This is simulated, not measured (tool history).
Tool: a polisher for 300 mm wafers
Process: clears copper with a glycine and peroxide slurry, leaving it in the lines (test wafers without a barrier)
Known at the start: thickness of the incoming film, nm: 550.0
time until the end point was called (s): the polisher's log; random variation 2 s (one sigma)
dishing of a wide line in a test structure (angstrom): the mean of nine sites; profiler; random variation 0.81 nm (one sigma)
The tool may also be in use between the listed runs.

| run | hour | flow of slurry (ml/min) | pressure of the wafer on the pad (kPa) | speed of the pad under the wafer (m/s) | overpolish time after the end point (s) | time until the end point was called (s) | dishing of a wide line in a test structure (angstrom) |
|---|---|---|---|---|---|---|---|
| 1 | 0 | 245 | 13.1 | 1.12 | 15 | 137.91 | 410.51 |
| 2 | 7.8 | 245 | 13.1 | 1.12 | 17 | 139.45 | 471.59 |
| 3 | 11.2 | 245 | 13.1 | 1.12 | 18 | 138.87 | 491.87 |
| 4 | 17.6 | 245 | 13.1 | 1.12 | 19 | 140.1 | 510.04 |
| 5 | 25.9 | 245 | 10.3 | 1.12 | 19 | 167.06 | 437.16 |
| 6 | 30.9 | 215 | 10.3 | 1.12 | 19 | 171.05 | 423.25 |
| 7 | 34.9 | 230 | 11.7 | 1.12 | 19 | 156.65 | 474.86 |
| 8 | 36.7 | 240 | 12.4 | 1.12 | 19 | 149.29 | 494.91 |

The next listed run, before its measurement:
| 9 | 42.3 | 250 | 13.1 | 1.12 | 19 | ? | ? |

time until the end point was called (s): 140.98
dishing of a wide line in a test structure (angstrom): 515.35

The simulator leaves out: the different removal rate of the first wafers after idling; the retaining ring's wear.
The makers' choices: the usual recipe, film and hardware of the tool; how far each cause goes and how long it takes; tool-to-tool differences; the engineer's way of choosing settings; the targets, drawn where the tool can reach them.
